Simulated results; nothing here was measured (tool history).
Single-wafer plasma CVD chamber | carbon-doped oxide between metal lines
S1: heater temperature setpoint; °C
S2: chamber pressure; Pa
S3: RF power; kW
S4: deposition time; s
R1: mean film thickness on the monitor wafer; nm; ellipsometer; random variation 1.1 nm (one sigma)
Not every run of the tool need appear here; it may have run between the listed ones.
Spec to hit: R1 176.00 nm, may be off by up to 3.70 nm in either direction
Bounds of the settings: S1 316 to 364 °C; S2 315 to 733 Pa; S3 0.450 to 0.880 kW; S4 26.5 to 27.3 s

{"run": 1, "day": 0.0, "S1": 340, "S2": 524, "S3": 0.665, "S4": 26.5, "R1": 160.39}
{"run": 2, "day": 0.342, "S1": 340, "S2": 524, "S3": 0.665, "S4": 26.5, "R1": 159.89}
{"run": 3, "day": 0.7, "S1": 338, "S2": 544, "S3": 0.675, "S4": 26.5, "R1": 163.37}
{"run": 4, "day": 0.746, "S1": 338, "S2": 544, "S3": 0.675, "S4": 27.3, "R1": 169.3}
{"run": 5, "day": 1.008, "S1": 348, "S2": 544, "S3": 0.675, "S4": 27.3, "R1": 161.65}
{"run": 6, "day": 1.2, "S1": 345, "S2": 555, "S3": 0.68, "S4": 27.3, "R1": 165.72}
{"run": 7, "day": 1.421, "S1": 343, "S2": 564, "S3": 0.685, "S4": 27.3, "R1": 168.48}
{"run": 8, "day": 1.521, "S1": 341, "S2": 571, "S3": 0.685, "S4": 27.3, "R1": 170.44}

Next run, 5 choices. One meets every target within its allowed miss, the rest don't. Which?
{"run": "A", "day": 1.621, "S1": 339, "S2": 583, "S3": 0.665, "S4": 27.3, "R1": "?"}
{"run": "B", "day": 1.621, "S1": 337, "S2": 575, "S3": 0.77, "S4": 27.3, "R1": "?"}
{"run": "C", "day": 1.621, "S1": 347, "S2": 587, "S3": 0.775, "S4": 26.7, "R1": "?"}
{"run": "D", "day": 1.621, "S1": 334, "S2": 653, "S3": 0.73, "S4": 27.3, "R1": "?"}
{"run": "E", "day": 1.621, "S1": 351, "S2": 451, "S3": 0.74, "S4": 27.3, "R1": "?"}

move=A R1=167.39
move=B R1=184.27
move=C R1=175.20
move=D R1=183.34
move=E R1=166.84
A: moves away from the targets compared with the last run
B: takes the biggest miss from the last run beyond its target
C: each result inside its tolerance
D: takes the biggest miss from the last run beyond its target
E: moves away from the targets compared with the last run
Go with C: it meets all targets.
